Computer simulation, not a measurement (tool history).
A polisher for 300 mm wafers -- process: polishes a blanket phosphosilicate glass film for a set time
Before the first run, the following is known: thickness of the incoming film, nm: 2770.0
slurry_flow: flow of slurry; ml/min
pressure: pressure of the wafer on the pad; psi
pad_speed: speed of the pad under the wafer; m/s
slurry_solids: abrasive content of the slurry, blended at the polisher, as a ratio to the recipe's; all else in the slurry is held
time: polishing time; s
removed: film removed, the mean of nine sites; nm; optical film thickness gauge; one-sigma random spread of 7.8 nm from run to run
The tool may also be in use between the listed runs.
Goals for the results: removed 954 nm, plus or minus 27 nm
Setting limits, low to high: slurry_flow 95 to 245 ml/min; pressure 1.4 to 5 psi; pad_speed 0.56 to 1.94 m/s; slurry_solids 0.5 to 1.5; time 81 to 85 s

| run | hour | slurry_flow | pressure | pad_speed | slurry_solids | time | removed |
|---|---|---|---|---|---|---|---|
| 1 | 0 | 155 | 3.2 | 1.24 | 1 | 81 | 795.65 |
| 2 | 7.9 | 165 | 3.3 | 1.24 | 1 | 81 | 827.58 |
| 3 | 15.7 | 165 | 3.3 | 1.24 | 1.1 | 81 | 885.11 |
| 4 | 16.4 | 170 | 3.3 | 1.24 | 1.1 | 81 | 883.31 |
| 5 | 17.4 | 170 | 2.8 | 1.24 | 1.1 | 81 | 788.44 |
| 6 | 24.4 | 170 | 2.8 | 1.24 | 1.15 | 81 | 799.63 |
| 7 | 25.5 | 180 | 2.9 | 1.24 | 1.15 | 81 | 832.66 |
| 8 | 26.4 | 190 | 3 | 1.24 | 1.15 | 81 | 846.14 |
| 9 | 29.6 | 190 | 3.1 | 1.24 | 1.15 | 81 | 877.83 |
| 10 | 34.3 | 190 | 3.2 | 1.24 | 1.15 | 81 | 889.35 |
| 11 | 38.3 | 190 | 3.3 | 1.24 | 1.15 | 81 | 902.43 |
| 12 | 39 | 190 | 3.4 | 1.24 | 1.15 | 81 | 928.1 |

Which one of the following 4 next-run settings gets every result inside its allowed miss? There is exactly one.
| A | 39.7 | 170 | 2.8 | 1.3 | 1.25 | 83 | ? |
| B | 39.7 | 245 | 3 | 1.38 | 1 | 81 | ? |
| C | 39.7 | 175 | 4.2 | 1.06 | 1.15 | 83 | ? |
| D | 39.7 | 150 | 3.6 | 1.16 | 1.05 | 83 | ? |

| move | removed |
|---|---|
| A | 881.75 |
| B | 882.21 |
| C | 951.22 |
| D | 854.86 |
A: its largest miss is bigger than the last run's
B: its largest miss is bigger than the last run's
C: all results in spec
D: its largest miss is bigger than the last run's
The right move is C.
